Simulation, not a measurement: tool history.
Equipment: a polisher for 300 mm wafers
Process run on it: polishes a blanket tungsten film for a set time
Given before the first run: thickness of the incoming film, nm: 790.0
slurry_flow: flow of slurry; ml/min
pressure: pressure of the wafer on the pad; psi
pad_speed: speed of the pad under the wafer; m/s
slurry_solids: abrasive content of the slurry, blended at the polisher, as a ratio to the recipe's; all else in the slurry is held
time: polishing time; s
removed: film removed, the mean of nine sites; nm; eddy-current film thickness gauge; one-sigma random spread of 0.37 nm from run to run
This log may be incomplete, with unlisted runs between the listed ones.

| run | day | slurry_flow | pressure | pad_speed | slurry_solids | time | removed |
|---|---|---|---|---|---|---|---|
| 1 | 0.000 | 235 | 2.4 | 0.86 | 1.0 | 35 | 84.214 |
| 2 | 0.367 | 235 | 2.0 | 0.76 | 1.0 | 35 | 63.162 |
| 3 | 0.504 | 235 | 2.0 | 0.76 | 0.8 | 35 | 59.952 |
| 4 | 0.792 | 205 | 2.0 | 0.76 | 0.8 | 35 | 58.700 |
| 5 | 1.058 | 175 | 2.0 | 0.76 | 0.8 | 35 | 57.325 |
| 6 | 1.133 | 175 | 1.7 | 0.72 | 0.8 | 35 | 46.581 |

Expected results for the next run?
| 7 | 1.204 | 170 | 1.5 | 0.70 | 0.8 | 35 | ? |

{"run 7": {"removed": 40.539}}
